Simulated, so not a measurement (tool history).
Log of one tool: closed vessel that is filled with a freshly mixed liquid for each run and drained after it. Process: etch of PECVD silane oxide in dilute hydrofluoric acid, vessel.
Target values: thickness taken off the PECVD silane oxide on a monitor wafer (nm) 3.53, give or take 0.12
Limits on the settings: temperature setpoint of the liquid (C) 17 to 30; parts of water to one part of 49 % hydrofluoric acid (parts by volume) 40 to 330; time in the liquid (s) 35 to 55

run  hour  temperature setpoint of the liquid (C)  parts of water to one part of 49 % hydrofluoric acid (parts by volume)  time in the liquid (s)  thickness taken off the PECVD silane oxide on a monitor wafer (nm)
  1     0                                      22                                                                     185                      55                                                              5.1128
  2   2.4                                      24                                                                     185                      55                                                              5.6546
  3   4.9                                      23                                                                     190                      55                                                              5.1688
  4   7.4                                    25.5                                                                     190                      55                                                              5.6995
  5  13.2                                    25.5                                                                     160                      55                                                               7.151
  6  17.5                                    24.5                                                                     170                      55                                                              6.2768
  7  18.7                                    20.5                                                                     210                      55                                                              4.2428
  8  23.7                                      20                                                                     210                      55                                                               4.206
  9  27.6                                    19.5                                                                     210                      55                                                              4.0765
 10  33.6                                      19                                                                     210                      55                                                              3.9543
 11  42.2                                    18.5                                                                     210                      55                                                              3.9378

Which one of the following 4 next-run settings gets every result inside its allowed miss? There is exactly one.
  A  50.8                                      17                                                                     220                      55                                                                   ?
  B  50.8                                    21.5                                                                     210                      55                                                                   ?
  C  50.8                                      19                                                                     205                      55                                                                   ?
  D  50.8                                      18                                                                     195                      55                                                                   ?

move  thickness taken off the PECVD silane oxide on a monitor wafer (nm)
   A                                                               3.524
   B                                                              4.4341
   C                                                              4.1473
   D                                                              4.2321
A: every result lands within tolerance
B: its largest miss is bigger than the last run's
C: its largest miss is bigger than the last run's
D: its largest miss is bigger than the last run's
Answer: A
